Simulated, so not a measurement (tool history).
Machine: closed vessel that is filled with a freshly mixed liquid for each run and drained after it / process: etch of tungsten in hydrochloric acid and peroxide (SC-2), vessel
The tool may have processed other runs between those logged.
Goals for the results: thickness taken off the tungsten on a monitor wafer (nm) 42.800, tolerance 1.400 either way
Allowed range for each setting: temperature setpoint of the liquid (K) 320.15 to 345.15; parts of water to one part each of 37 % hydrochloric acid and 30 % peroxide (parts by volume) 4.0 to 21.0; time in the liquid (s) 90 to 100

| run | day | temperature setpoint of the liquid (K) | parts of water to one part each of 37 % hydrochloric acid and 30 % peroxide (parts by volume) | time in the liquid (s) | thickness taken off the tungsten on a monitor wafer (nm) |
|---|---|---|---|---|---|
| 1 | 0.000 | 336.15 | 11.5 | 90 | 64.521 |
| 2 | 0.233 | 335.15 | 11.5 | 90 | 60.643 |
| 3 | 0.525 | 341.15 | 11.5 | 90 | 88.637 |
| 4 | 0.596 | 339.65 | 11.5 | 90 | 80.284 |
| 5 | 0.838 | 339.65 | 11.5 | 90 | 80.919 |
| 6 | 0.929 | 338.15 | 11.5 | 90 | 72.179 |
| 7 | 1.167 | 337.15 | 11.5 | 90 | 68.936 |
| 8 | 1.233 | 336.15 | 11.5 | 90 | 65.127 |
| 9 | 1.500 | 335.15 | 11.5 | 90 | 61.435 |
| 10 | 1.783 | 334.15 | 11.5 | 90 | 56.942 |
| 11 | 2.058 | 333.65 | 11.5 | 90 | 55.293 |
| 12 | 2.400 | 333.15 | 11.5 | 90 | 53.517 |
| 13 | 2.567 | 332.65 | 11.5 | 90 | 52.549 |
| 14 | 2.688 | 328.65 | 11.5 | 90 | 40.178 |

Which of these 5 next moves meets every target?
| A | 2.808 | 332.15 | 17.5 | 100 | ? |
| B | 2.808 | 333.15 | 15.0 | 95 | ? |
| C | 2.808 | 330.15 | 13.0 | 95 | ? |
| D | 2.808 | 328.65 | 10.5 | 95 | ? |
| E | 2.808 | 330.15 | 14.5 | 95 | ? |

| move | thickness taken off the tungsten on a monitor wafer (nm) |
|---|---|
| A | 39.353 |
| B | 45.668 |
| C | 42.805 |
| D | 46.652 |
| E | 38.913 |
A: further off than the last run
B: the result that was furthest off in the last run now lies on the other side of its target
C: every result within its allowed miss
D: the result that was furthest off in the last run now lies on the other side of its target
E: further off than the last run
Answer: C
